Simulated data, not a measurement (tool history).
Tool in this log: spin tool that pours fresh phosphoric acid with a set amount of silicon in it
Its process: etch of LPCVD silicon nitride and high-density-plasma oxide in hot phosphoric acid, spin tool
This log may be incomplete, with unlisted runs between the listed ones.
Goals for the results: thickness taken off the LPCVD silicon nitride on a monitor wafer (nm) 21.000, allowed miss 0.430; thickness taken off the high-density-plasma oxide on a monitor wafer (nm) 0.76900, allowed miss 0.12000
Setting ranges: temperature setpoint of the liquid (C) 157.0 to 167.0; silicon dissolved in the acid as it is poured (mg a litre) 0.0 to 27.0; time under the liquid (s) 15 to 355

run  hour  temperature setpoint of the liquid (C)  silicon dissolved in the acid as it is poured (mg a litre)  time under the liquid (s)  thickness taken off the LPCVD silicon nitride on a monitor wafer (nm)  thickness taken off the high-density-plasma oxide on a monitor wafer (nm)
  1   0.0                                   162.0                                                        12.0                        180                                                                 15.475                                                                    0.66950
  2   2.3                                   162.0                                                         9.5                        180                                                                 15.402                                                                    0.66005
  3   9.3                                   162.0                                                        12.0                        185                                                                 15.983                                                                    0.67138
  4  11.5                                   162.5                                                        14.0                        190                                                                 16.596                                                                    0.65327
  5  14.2                                   162.5                                                        14.0                        255                                                                 22.228                                                                    0.83056
  6  16.3                                   162.5                                                        10.5                        255                                                                 22.365                                                                    0.96550
  7  24.9                                   162.0                                                        11.0                        255                                                                 21.890                                                                    0.98045
  8  29.4                                   162.0                                                        11.0                        255                                                                 21.885                                                                    0.93146
  9  36.3                                   162.0                                                        11.5                        255                                                                 21.855                                                                    0.84084
 10  39.7                                   161.5                                                        11.0                        255                                                                 21.554                                                                    0.87354
 11  47.8                                   161.5                                                        11.5                        255                                                                 21.576                                                                    0.94704
 12  52.2                                   161.5                                                        12.5                        255                                                                 21.595                                                                    0.85317
 13  58.4                                   161.5                                                        13.0                        255                                                                 21.464                                                                    0.87722
 14  64.0                                   161.5                                                        14.0                        255                                                                 21.607                                                                    0.88173
 15  68.3                                   161.5                                                        15.0                        255                                                                 21.525                                                                    0.74226

Which one of the following 5 next-run settings gets every result inside its allowed miss? There is exactly one.
  A  72.6                                   162.0                                                        16.5                        260                                                                      ?                                                                          ?
  B  72.6                                   164.0                                                        18.5                        230                                                                      ?                                                                          ?
  C  72.6                                   162.5                                                        15.0                        250                                                                      ?                                                                          ?
  D  72.6                                   161.0                                                        13.5                        240                                                                      ?                                                                          ?
  E  72.6                                   162.5                                                        27.0                        240                                                                      ?                                                                          ?

move  thickness taken off the LPCVD silicon nitride on a monitor wafer (nm)  thickness taken off the high-density-plasma oxide on a monitor wafer (nm)
   A                                                                 22.377                                                                    0.89574
   B                                                                 21.151                                                                    0.86946
   C                                                                 21.877                                                                    0.92827
   D                                                                 19.978                                                                    0.82804
   E                                                                 21.002                                                                    0.62380
A: misses by more than the last run did
B: all results land within tolerance of their targets
C: misses by more than the last run did
D: takes the biggest miss from the last run beyond its target
E: puts the biggest miss on target and leaves a different result outside tolerance
The right move is B.
